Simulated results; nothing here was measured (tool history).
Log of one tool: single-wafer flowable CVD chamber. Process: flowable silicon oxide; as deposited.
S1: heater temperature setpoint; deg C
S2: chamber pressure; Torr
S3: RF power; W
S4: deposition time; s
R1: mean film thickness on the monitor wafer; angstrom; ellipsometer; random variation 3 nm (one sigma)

| run | hour | S1 | S2 | S3 | S4 | R1 |
|---|---|---|---|---|---|---|
| 1 | 0 | 100 | 0.628 | 1730 | 618 | 2910.8 |
| 2 | 7.4 | 98 | 0.628 | 1730 | 618 | 3164.7 |
| 3 | 12.2 | 106 | 0.628 | 1730 | 618 | 2368 |
| 4 | 13.2 | 106 | 0.628 | 1615 | 618 | 2361.9 |
| 5 | 14.3 | 112 | 0.628 | 1615 | 618 | 1933.5 |
| 6 | 22.3 | 118 | 0.628 | 1615 | 618 | 1621.7 |
| 7 | 29.5 | 114 | 0.628 | 1615 | 618 | 1817.9 |
| 8 | 31.4 | 111 | 0.628 | 1615 | 618 | 2008.9 |
| 9 | 33.2 | 111 | 0.628 | 1615 | 618 | 2026.3 |

Forecast run 10:
| 10 | 35.8 | 108 | 0.628 | 1615 | 618 | ? |

R1: 2203.6 angstrom

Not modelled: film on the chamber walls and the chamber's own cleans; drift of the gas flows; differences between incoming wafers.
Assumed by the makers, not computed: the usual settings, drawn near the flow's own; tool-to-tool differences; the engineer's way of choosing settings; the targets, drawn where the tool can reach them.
